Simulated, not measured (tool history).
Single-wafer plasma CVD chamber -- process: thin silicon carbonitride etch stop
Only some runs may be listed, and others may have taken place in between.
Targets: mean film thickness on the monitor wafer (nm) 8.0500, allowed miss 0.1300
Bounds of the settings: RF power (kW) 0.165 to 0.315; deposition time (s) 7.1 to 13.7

run,day,RF power (kW),deposition time (s),mean film thickness on the monitor wafer (nm)
1,0.000,0.240,10.4,6.2322
2,0.262,0.215,10.4,5.9138
3,0.379,0.215,11.8,6.6921
4,0.662,0.235,11.9,7.0059
5,1.029,0.235,12.9,7.5722
6,1.154,0.220,12.9,7.4803
7,1.483,0.230,12.9,7.5625
8,1.533,0.240,12.9,7.7088
9,1.800,0.245,12.9,7.7204
10,1.988,0.250,12.9,7.8369
11,2.233,0.255,12.9,7.8777

Of the 5 settings listed for the next run, only one would bring every result within its allowed miss of target. Which one?
A,2.479,0.260,12.7,?
B,2.479,0.250,12.7,?
C,2.479,0.290,12.1,?
D,2.479,0.260,12.4,?
E,2.479,0.240,13.5,?

move,mean film thickness on the monitor wafer (nm)
A,7.8641
B,7.7389
C,7.8263
D,7.6784
E,8.0880
A: its largest miss is bigger than the last run's
B: its largest miss is bigger than the last run's
C: its largest miss is bigger than the last run's
D: its largest miss is bigger than the last run's
E: every result lands within tolerance
Answer: E
